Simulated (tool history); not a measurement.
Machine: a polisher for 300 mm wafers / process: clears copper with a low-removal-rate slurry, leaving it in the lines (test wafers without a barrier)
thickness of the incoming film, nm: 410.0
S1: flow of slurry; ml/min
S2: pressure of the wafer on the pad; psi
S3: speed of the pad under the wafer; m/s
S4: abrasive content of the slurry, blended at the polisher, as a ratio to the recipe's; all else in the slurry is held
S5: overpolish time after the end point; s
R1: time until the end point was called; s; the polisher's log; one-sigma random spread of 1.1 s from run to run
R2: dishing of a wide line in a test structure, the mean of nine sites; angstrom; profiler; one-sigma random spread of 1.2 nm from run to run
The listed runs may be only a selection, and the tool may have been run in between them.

| run | day | S1 | S2 | S3 | S4 | S5 | R1 | R2 |
|---|---|---|---|---|---|---|---|---|
| 1 | 0 | 230 | 3.8 | 1.08 | 1 | 19 | 109.29 | 443.04 |
| 2 | 0.312 | 185 | 3.8 | 1.08 | 1 | 19 | 113.04 | 427.19 |
| 3 | 0.625 | 180 | 3.7 | 1.08 | 1 | 20 | 113.37 | 452.78 |
| 4 | 0.846 | 180 | 3.7 | 1.08 | 1.15 | 20 | 109.53 | 482.38 |
| 5 | 1.1 | 180 | 3.6 | 1.08 | 1.15 | 21 | 110.51 | 498.38 |
| 6 | 1.2 | 180 | 3.4 | 1.08 | 1.15 | 22 | 115.79 | 479.89 |

The next listed run, before its measurement:
|  | 1.479 | head pressure recalibrated |
| 7 | 1.479 | 180 | 3.3 | 1.08 | 1.15 | 23 | ? | ? |

Run 7 came out at R1 112.11 s, R2 534.16 angstrom.

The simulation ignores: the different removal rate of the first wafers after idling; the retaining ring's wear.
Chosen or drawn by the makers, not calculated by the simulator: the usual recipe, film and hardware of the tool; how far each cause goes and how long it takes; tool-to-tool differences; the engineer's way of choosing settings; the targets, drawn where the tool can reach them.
